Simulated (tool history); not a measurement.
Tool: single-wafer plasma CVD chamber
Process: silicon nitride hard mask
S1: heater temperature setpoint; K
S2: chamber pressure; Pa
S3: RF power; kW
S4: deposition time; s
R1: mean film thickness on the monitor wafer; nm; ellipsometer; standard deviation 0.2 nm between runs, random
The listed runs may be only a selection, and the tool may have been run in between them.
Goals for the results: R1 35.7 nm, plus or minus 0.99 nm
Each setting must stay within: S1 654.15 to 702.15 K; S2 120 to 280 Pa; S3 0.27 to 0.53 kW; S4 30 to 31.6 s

Run 1, hour 0: S1 678.15 K, S2 200 Pa, S3 0.4 kW, S4 31.6 s. Result: R1 40.624 nm.
Run 2, hour 3.5: S1 678.15 K, S2 191 Pa, S3 0.395 kW, S4 31.5 s. Result: R1 38.95 nm.
Run 3, hour 11.7: S1 678.15 K, S2 191 Pa, S3 0.44 kW, S4 31.5 s. Result: R1 41.756 nm.
Run 4, hour 16.7: S1 688.15 K, S2 191 Pa, S3 0.44 kW, S4 31.5 s. Result: R1 41.303 nm.
Run 5, hour 24.4: S1 688.15 K, S2 181 Pa, S3 0.435 kW, S4 31.4 s. Result: R1 40.389 nm.
Run 6, hour 26: S1 697.15 K, S2 181 Pa, S3 0.435 kW, S4 31.4 s. Result: R1 40.279 nm.
Run 7, hour 26.6: S1 697.15 K, S2 141 Pa, S3 0.385 kW, S4 30.8 s. Result: R1 32.389 nm.
Run 8, hour 30.9: S1 697.15 K, S2 147 Pa, S3 0.385 kW, S4 30.8 s. Result: R1 32.938 nm.
Run 9, hour 34.3: S1 697.15 K, S2 152 Pa, S3 0.385 kW, S4 30.8 s. Result: R1 33.773 nm.
Run 10, hour 38.2: S1 697.15 K, S2 155 Pa, S3 0.385 kW, S4 30.8 s. Result: R1 33.82 nm.
Run 11, hour 41: S1 697.15 K, S2 157 Pa, S3 0.385 kW, S4 30.8 s. Result: R1 34.494 nm.
Run 12, hour 45.7: S1 697.15 K, S2 159 Pa, S3 0.385 kW, S4 30.8 s. Result: R1 34.468 nm.
Run 13, hour 50.3: S1 697.15 K, S2 160 Pa, S3 0.385 kW, S4 30.8 s. Result: R1 34.604 nm.

Exercise: of the 5 proposed moves below, exactly one satisfies all targets within the stated allowed misses. Which move is it?
Run A, hour 54.9: S1 692.15 K, S2 157 Pa, S3 0.385 kW, S4 31.6 s. Result: R1 ?.
Run B, hour 54.9: S1 699.15 K, S2 168 Pa, S3 0.43 kW, S4 31.6 s. Result: R1 ?.
Run C, hour 54.9: S1 697.15 K, S2 163 Pa, S3 0.415 kW, S4 31.6 s. Result: R1 ?.
Run D, hour 54.9: S1 696.15 K, S2 177 Pa, S3 0.405 kW, S4 31.6 s. Result: R1 ?.
Run E, hour 54.9: S1 697.15 K, S2 157 Pa, S3 0.385 kW, S4 30.4 s. Result: R1 ?.

move      R1
   A  35.308
   B  38.658
   C  37.348
   D  38.402
   E  33.883
A: every result lands within tolerance
B: the result that was furthest off in the last run now lies on the other side of its target
C: the result that was furthest off in the last run now lies on the other side of its target
D: the result that was furthest off in the last run now lies on the other side of its target
E: further off than the last run
So the answer is move A, the one that meets all the targets.
